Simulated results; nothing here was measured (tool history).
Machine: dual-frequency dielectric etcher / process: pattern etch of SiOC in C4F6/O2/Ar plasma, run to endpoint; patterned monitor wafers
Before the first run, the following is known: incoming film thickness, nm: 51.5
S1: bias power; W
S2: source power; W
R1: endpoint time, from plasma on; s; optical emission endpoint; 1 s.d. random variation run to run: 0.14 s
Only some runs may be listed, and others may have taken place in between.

| run | hour | S1 | S2 | R1 |
|---|---|---|---|---|
| 1 | 0.0 | 500 | 290 | 20.174 |
| 2 | 4.7 | 487 | 290 | 20.481 |
| 3 | 9.5 | 477 | 290 | 20.480 |
| 4 | 14.1 | 465 | 290 | 20.953 |
| 5 | 20.4 | 458 | 290 | 20.935 |
| 6 | 22.3 | 450 | 290 | 21.249 |

The next listed run, before its measurement:
| 7 | 28.9 | 445 | 290 | ? |

Logged for run 7: R1 20.874 s.

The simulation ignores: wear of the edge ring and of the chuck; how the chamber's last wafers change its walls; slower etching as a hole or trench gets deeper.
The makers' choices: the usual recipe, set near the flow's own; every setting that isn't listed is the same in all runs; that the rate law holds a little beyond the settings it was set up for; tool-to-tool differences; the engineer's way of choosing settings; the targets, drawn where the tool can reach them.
